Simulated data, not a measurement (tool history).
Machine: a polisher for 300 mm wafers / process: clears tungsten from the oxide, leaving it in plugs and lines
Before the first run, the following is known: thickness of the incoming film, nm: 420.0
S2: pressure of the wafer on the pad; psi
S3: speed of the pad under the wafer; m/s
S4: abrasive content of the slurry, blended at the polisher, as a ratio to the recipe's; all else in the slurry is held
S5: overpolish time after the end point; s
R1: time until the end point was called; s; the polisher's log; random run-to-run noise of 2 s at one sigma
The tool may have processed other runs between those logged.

Run 1, hour 0.0: flow of slurry (ml/min) 290, S2 3.8 psi, S3 1.38 m/s, S4 1.0, S5 9 s. Result: R1 73.457 s.
Run 2, hour 6.3: flow of slurry (ml/min) 290, S2 3.6 psi, S3 1.36 m/s, S4 1.0, S5 9 s. Result: R1 78.514 s.
Run 3, hour 13.1: flow of slurry (ml/min) 290, S2 3.6 psi, S3 1.36 m/s, S4 1.0, S5 7 s. Result: R1 80.184 s.
Run 4, hour 20.3: flow of slurry (ml/min) 290, S2 3.6 psi, S3 1.36 m/s, S4 1.0, S5 9 s. Result: R1 77.547 s.
At hour 29.1: slurry tank refilled with fresh slurry and peroxide.
Run 5, hour 29.1: flow of slurry (ml/min) 290, S2 4.1 psi, S3 1.36 m/s, S4 1.0, S5 9 s. Result: R1 60.304 s.
Run 6, hour 31.0: flow of slurry (ml/min) 290, S2 3.9 psi, S3 1.36 m/s, S4 1.0, S5 9 s. Result: R1 65.011 s.

The next listed run, before its measurement:
Run 7, hour 33.3: flow of slurry (ml/min) 290, S2 2.9 psi, S3 1.26 m/s, S4 1.0, S5 9 s. Result: R1 ?.

{"run 7": {"R1": 88.846}}
